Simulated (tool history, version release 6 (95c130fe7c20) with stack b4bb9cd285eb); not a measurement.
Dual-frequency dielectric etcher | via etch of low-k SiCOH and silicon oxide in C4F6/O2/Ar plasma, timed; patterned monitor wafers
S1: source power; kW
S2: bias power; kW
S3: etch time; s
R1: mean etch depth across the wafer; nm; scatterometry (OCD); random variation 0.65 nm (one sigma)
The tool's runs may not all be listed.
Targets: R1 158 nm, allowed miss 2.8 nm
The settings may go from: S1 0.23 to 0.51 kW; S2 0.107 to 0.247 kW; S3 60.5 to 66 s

Run 1, hour 0: S1 0.37 kW, S2 0.177 kW, S3 66 s. Result: R1 178.33 nm.
Run 2, hour 3.1: S1 0.37 kW, S2 0.201 kW, S3 66 s. Result: R1 186.87 nm.
Run 3, hour 5.6: S1 0.32 kW, S2 0.201 kW, S3 66 s. Result: R1 178.76 nm.
Run 4, hour 10.6: S1 0.31 kW, S2 0.196 kW, S3 66 s. Result: R1 175.7 nm.
Run 5, hour 16.4: S1 0.31 kW, S2 0.164 kW, S3 66 s. Result: R1 165.47 nm.
Run 6, hour 23.1: S1 0.3 kW, S2 0.163 kW, S3 66 s. Result: R1 163.25 nm.
Run 7, hour 24.1: S1 0.29 kW, S2 0.162 kW, S3 66 s. Result: R1 162.22 nm.
Run 8, hour 26.4: S1 0.29 kW, S2 0.161 kW, S3 66 s. Result: R1 161.94 nm.

Which of these 5 next moves meets every target?
Run A, hour 28.7: S1 0.26 kW, S2 0.162 kW, S3 63.5 s. Result: R1 ?.
Run B, hour 28.7: S1 0.27 kW, S2 0.176 kW, S3 64 s. Result: R1 ?.
Run C, hour 28.7: S1 0.29 kW, S2 0.149 kW, S3 63 s. Result: R1 ?.
Run D, hour 28.7: S1 0.3 kW, S2 0.155 kW, S3 61 s. Result: R1 ?.
Run E, hour 28.7: S1 0.32 kW, S2 0.132 kW, S3 62.5 s. Result: R1 ?.

move      R1
   A   151.4
   B  158.06
   C  151.24
   D  149.57
   E  149.31
A: takes the result that was furthest off past its target
B: meets every target
C: takes the result that was furthest off past its target
D: takes the result that was furthest off past its target
E: takes the result that was furthest off past its target
Move B is the one to make.
